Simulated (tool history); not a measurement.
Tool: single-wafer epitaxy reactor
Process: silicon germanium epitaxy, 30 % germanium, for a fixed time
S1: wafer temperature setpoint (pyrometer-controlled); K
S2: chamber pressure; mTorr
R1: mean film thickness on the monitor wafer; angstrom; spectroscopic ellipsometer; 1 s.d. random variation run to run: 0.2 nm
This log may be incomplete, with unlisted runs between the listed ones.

run 1 hour=0 | S1=873.15 S2=16000 | R1=497.88
run 2 hour=4.4 | S1=863.15 S2=16000 | R1=412.63
run 3 hour=11.6 | S1=855.15 S2=16000 | R1=355.54
run 4 hour=19.7 | S1=850.15 S2=16000 | R1=322.17
run 5 hour=28 | S1=854.15 S2=16000 | R1=348.42
run 6 hour=31 | S1=860.15 S2=16000 | R1=391.4
-- hour=35.8 capacitance manometer re-zeroed and calibrated
run 7 hour=35.8 | S1=866.15 S2=16100 | R1=456.4
run 8 hour=38.9 | S1=869.15 S2=16100 | R1=480.03
run 9 hour=43.1 | S1=872.15 S2=16100 | R1=508.34

Run 10 is up next; what results do you expect?
run 10 hour=48.3 | S1=874.15 S2=16100 | R1=?

Run 10 produced R1 523.48 angstrom.

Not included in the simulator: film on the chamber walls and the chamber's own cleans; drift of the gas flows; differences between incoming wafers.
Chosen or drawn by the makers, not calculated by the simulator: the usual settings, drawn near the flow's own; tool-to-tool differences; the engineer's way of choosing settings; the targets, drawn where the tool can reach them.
